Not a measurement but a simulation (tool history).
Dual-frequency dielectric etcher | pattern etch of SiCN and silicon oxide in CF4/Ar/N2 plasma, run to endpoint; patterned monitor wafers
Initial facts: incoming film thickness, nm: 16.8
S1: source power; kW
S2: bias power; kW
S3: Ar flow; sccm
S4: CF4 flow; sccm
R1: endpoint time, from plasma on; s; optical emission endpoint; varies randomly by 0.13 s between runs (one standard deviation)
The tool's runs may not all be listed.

{"run": 1, "hour": 0.0, "S1": 0.43, "S2": 0.07, "S3": 73, "S4": 76, "R1": 20.817}
{"run": 2, "hour": 4.6, "S1": 0.46, "S2": 0.07, "S3": 73, "S4": 76, "R1": 19.52}
{"run": 3, "hour": 10.0, "S1": 0.49, "S2": 0.071, "S3": 73, "S4": 76, "R1": 18.302}
{"run": 4, "hour": 14.5, "S1": 0.49, "S2": 0.071, "S3": 73, "S4": 66, "R1": 18.619}
{"run": 5, "hour": 20.6, "S1": 0.49, "S2": 0.071, "S3": 79, "S4": 66, "R1": 19.034}
{"run": 6, "hour": 23.7, "S1": 0.49, "S2": 0.065, "S3": 79, "S4": 66, "R1": 19.169}

Run 7, settings as shown, results not yet in. Your forecast:
{"run": 7, "hour": 31.9, "S1": 0.49, "S2": 0.065, "S3": 79, "S4": 66, "R1": "?"}

R1: 19.447 s
